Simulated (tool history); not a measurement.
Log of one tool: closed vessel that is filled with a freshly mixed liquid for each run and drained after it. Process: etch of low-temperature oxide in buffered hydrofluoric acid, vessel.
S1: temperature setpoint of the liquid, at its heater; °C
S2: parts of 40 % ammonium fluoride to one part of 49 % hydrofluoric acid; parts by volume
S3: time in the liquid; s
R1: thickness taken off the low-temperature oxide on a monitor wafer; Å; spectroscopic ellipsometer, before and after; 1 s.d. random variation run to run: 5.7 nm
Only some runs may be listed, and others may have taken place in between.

run	day	S1	S2	S3	R1
1	0	20	8	105	6126.3
2	0.021	20	8	110	6452.6
3	0.283	20	8	105	6166.8
4	0.608	21.5	8	105	6710.6
5	0.771	22.5	8	105	7023.2
6	1.146	20.5	8	105	6371.9
7	1.258	22	8	105	6872.1
8	1.342	23	8	105	7213
9	1.558	23.5	8	105	7341.3

Expected results for the next run?
10	1.625	26.5	8	105	?

R1: 8773.4 Å
